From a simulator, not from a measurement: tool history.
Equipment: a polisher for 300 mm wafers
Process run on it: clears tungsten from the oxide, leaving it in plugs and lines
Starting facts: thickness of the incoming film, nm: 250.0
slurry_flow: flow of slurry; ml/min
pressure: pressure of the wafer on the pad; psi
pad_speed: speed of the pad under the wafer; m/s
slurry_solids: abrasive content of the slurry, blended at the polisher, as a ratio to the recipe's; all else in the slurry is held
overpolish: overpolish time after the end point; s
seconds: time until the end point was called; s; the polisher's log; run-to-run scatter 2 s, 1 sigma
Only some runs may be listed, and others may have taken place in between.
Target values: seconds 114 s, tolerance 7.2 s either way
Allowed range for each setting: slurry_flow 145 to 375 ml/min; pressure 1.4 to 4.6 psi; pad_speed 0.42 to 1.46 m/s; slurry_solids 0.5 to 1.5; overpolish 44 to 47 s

run,hour,slurry_flow,pressure,pad_speed,slurry_solids,overpolish,seconds
1,0,240,3,0.94,1,44,67.603
2,4.4,240,3,0.94,1.1,44,65.902
3,10.5,240,3,0.94,0.95,44,67.785
4,19.2,240,3,0.94,0.95,47,71.46
5,19.9,190,3,0.94,0.95,47,74.129
6,27.4,190,3,0.94,0.95,44,70.461
7,29.6,190,2.8,0.92,0.95,44,77.849
8,37,190,2.6,0.92,0.95,44,84.153

Exercise: of the 4 proposed moves below, exactly one satisfies all targets within the stated allowed misses. Which move is it?
A,44.4,205,3,0.94,1.1,45,?
B,44.4,170,2.3,0.68,1.05,47,?
C,44.4,195,2.2,0.9,0.95,47,?
D,44.4,185,3.3,1.06,0.8,45,?

move,seconds
A,66.693
B,112.56
C,95.379
D,61.588
A: moves away from the targets compared with the last run
B: all results in spec
C: nearer the targets than the last run, but a result is still out of spec
D: moves away from the targets compared with the last run
Answer: B
